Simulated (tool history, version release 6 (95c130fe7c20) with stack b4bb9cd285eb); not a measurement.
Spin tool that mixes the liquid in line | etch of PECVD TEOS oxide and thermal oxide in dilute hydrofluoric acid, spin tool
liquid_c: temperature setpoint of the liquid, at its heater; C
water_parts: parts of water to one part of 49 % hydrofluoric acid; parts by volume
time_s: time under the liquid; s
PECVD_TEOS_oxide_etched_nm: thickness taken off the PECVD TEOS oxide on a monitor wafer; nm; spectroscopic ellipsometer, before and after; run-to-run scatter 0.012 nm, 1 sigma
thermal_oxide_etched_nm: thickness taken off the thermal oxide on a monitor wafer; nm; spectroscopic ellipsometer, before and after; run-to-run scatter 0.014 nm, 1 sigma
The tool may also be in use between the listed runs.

run 1 day=0 | liquid_c=21 water_parts=250 time_s=180 | PECVD_TEOS_oxide_etched_nm=6.4091 thermal_oxide_etched_nm=2.2794
run 2 day=0.254 | liquid_c=21 water_parts=175 time_s=180 | PECVD_TEOS_oxide_etched_nm=9.8852 thermal_oxide_etched_nm=3.5056
run 3 day=0.592 | liquid_c=24.5 water_parts=175 time_s=180 | PECVD_TEOS_oxide_etched_nm=11.266 thermal_oxide_etched_nm=4.0623
run 4 day=0.675 | liquid_c=26.5 water_parts=175 time_s=180 | PECVD_TEOS_oxide_etched_nm=12.135 thermal_oxide_etched_nm=4.3984
run 5 day=0.7 | liquid_c=26.5 water_parts=260 time_s=180 | PECVD_TEOS_oxide_etched_nm=7.453 thermal_oxide_etched_nm=2.7418
run 6 day=1.062 | liquid_c=26.5 water_parts=260 time_s=140 | PECVD_TEOS_oxide_etched_nm=5.7918 thermal_oxide_etched_nm=2.0638
run 7 day=1.229 | liquid_c=22.5 water_parts=305 time_s=140 | PECVD_TEOS_oxide_etched_nm=4.117 thermal_oxide_etched_nm=1.4991

Run 8 has not been measured yet. What should we expect?
run 8 day=1.5 | liquid_c=21.5 water_parts=305 time_s=140 | PECVD_TEOS_oxide_etched_nm=? thermal_oxide_etched_nm=?

Run 8 gave PECVD_TEOS_oxide_etched_nm 3.9569 nm, thermal_oxide_etched_nm 1.4108 nm.
